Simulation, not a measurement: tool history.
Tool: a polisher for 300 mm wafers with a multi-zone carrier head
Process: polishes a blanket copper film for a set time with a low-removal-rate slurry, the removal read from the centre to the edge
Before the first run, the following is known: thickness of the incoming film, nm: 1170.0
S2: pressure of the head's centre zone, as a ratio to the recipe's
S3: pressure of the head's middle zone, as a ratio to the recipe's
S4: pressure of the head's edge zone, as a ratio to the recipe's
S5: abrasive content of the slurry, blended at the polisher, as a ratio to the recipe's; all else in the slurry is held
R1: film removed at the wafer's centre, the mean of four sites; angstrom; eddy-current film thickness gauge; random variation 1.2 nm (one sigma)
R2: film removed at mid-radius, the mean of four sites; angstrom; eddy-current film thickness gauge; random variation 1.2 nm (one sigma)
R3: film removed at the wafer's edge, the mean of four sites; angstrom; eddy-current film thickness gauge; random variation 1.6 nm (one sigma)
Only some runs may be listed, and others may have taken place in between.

run 1 hour=0 | flow_of_slurry_(ml/min)=190 S2=1 S3=1 S4=1 S5=1 polishing_time_(s)=41 | R1=1489.6 R2=1496.8 R3=1533.2
run 2 hour=4.7 | flow_of_slurry_(ml/min)=190 S2=1 S3=1 S4=0.92 S5=1 polishing_time_(s)=41 | R1=1495.7 R2=1511.6 R3=1493.3
run 3 hour=13.3 | flow_of_slurry_(ml/min)=190 S2=1 S3=1 S4=0.92 S5=0.8 polishing_time_(s)=41 | R1=1369.2 R2=1439.5 R3=1399.5
run 4 hour=19.9 | flow_of_slurry_(ml/min)=210 S2=1 S3=1 S4=0.92 S5=0.8 polishing_time_(s)=41 | R1=1433 R2=1444.8 R3=1410.9
run 5 hour=22.8 | flow_of_slurry_(ml/min)=210 S2=1 S3=1 S4=0.92 S5=0.8 polishing_time_(s)=35 | R1=1219.3 R2=1243 R3=1244.7
run 6 hour=28.4 | flow_of_slurry_(ml/min)=210 S2=1 S3=1 S4=0.96 S5=0.8 polishing_time_(s)=35 | R1=1206.5 R2=1253.9 R3=1219.1

What will run 7 give?
run 7 hour=29.3 | flow_of_slurry_(ml/min)=200 S2=0.98 S3=1 S4=0.96 S5=0.85 polishing_time_(s)=35 | R1=? R2=? R3=?

{"run 7": {"R1": 1177.5, "R2": 1252.4, "R3": 1219.3}}

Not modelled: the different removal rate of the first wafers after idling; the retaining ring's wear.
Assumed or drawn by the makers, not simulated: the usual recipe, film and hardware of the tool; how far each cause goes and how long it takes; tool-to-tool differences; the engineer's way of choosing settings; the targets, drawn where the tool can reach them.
